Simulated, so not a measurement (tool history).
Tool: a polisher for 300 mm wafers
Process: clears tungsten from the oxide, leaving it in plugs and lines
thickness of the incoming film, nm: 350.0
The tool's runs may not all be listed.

| run | day | flow of slurry (ml/min) | pressure of the wafer on the pad (kPa) | speed of the pad under the wafer (m/s) | abrasive content of the slurry | overpolish time after the end point (s) | time until the end point was called (s) |
|---|---|---|---|---|---|---|---|
| 1 | 0.000 | 160 | 27.6 | 1.42 | 1.0 | 39 | 64.437 |
| 2 | 0.371 | 160 | 29.0 | 1.42 | 1.0 | 39 | 59.272 |
| 3 | 0.525 | 160 | 29.6 | 1.42 | 1.0 | 39 | 58.442 |
| 4 | 0.762 | 160 | 29.6 | 1.42 | 1.0 | 42 | 61.027 |
|  | 1.096 | worn pad replaced by a new one |
| 5 | 1.096 | 200 | 29.6 | 1.42 | 1.0 | 42 | 51.686 |
| 6 | 1.462 | 205 | 29.6 | 1.42 | 1.0 | 42 | 53.622 |
| 7 | 1.688 | 205 | 30.3 | 1.42 | 1.0 | 42 | 53.237 |
| 8 | 1.975 | 205 | 31.0 | 1.42 | 1.0 | 42 | 51.574 |

The next listed run, before its measurement:
| 9 | 2.346 | 205 | 31.7 | 1.42 | 1.0 | 42 | ? |

{"run 9": {"time until the end point was called (s)": 50.714}}
